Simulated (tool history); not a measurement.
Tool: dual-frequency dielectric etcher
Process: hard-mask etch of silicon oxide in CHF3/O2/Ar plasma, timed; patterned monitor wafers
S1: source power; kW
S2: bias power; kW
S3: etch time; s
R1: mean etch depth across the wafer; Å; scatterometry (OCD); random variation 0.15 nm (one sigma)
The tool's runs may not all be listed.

run	hour	S1	S2	S3	R1
1	0	0.47	0.143	23	394.13
2	6.6	0.39	0.143	23	351.58
3	10.4	0.39	0.123	23	338.09
4	12.9	0.39	0.139	23	350.53
5	16.1	0.32	0.139	23	301.09
6	21	0.35	0.14	23	325.74
7	28.2	0.45	0.143	23	387.15
8	30.5	0.46	0.143	23	392.86

Forecast run 9:
9	35	0.47	0.143	23	?

Run 9 gave R1 395.8 Å.
